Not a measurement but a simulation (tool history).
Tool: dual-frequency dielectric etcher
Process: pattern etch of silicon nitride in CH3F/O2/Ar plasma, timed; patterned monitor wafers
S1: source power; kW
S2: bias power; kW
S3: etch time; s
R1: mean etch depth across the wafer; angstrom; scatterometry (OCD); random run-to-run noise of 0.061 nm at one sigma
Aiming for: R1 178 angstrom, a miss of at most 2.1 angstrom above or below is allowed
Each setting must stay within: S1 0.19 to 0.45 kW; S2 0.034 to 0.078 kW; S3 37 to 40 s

| run | day | S1 | S2 | S3 | R1 |
|---|---|---|---|---|---|
| 1 | 0 | 0.32 | 0.056 | 40 | 242.04 |
| 2 | 0.346 | 0.32 | 0.056 | 37 | 223.22 |
| 3 | 0.442 | 0.3 | 0.054 | 37 | 211.05 |
| 4 | 0.508 | 0.3 | 0.062 | 37 | 218.42 |
| 5 | 0.667 | 0.26 | 0.062 | 37 | 197.99 |
| 6 | 0.783 | 0.26 | 0.055 | 37 | 191.94 |
| 7 | 0.921 | 0.25 | 0.055 | 37 | 188.46 |
| 8 | 1.183 | 0.24 | 0.055 | 37 | 181.76 |

5 next moves are on the table. One of them brings every result within its allowed miss. Which?
| A | 1.446 | 0.23 | 0.053 | 39 | ? |
| B | 1.446 | 0.23 | 0.055 | 38.5 | ? |
| C | 1.446 | 0.21 | 0.07 | 39.5 | ? |
| D | 1.446 | 0.22 | 0.048 | 40 | ? |
| E | 1.446 | 0.24 | 0.057 | 37 | ? |

| move | R1 |
|---|---|
| A | 183.52 |
| B | 182.87 |
| C | 183.5 |
| D | 177.17 |
| E | 183.3 |
A: lands further from the targets than the last run did
B: lands further from the targets than the last run did
C: lands further from the targets than the last run did
D: every result within its allowed miss
E: lands further from the targets than the last run did
Answer: D
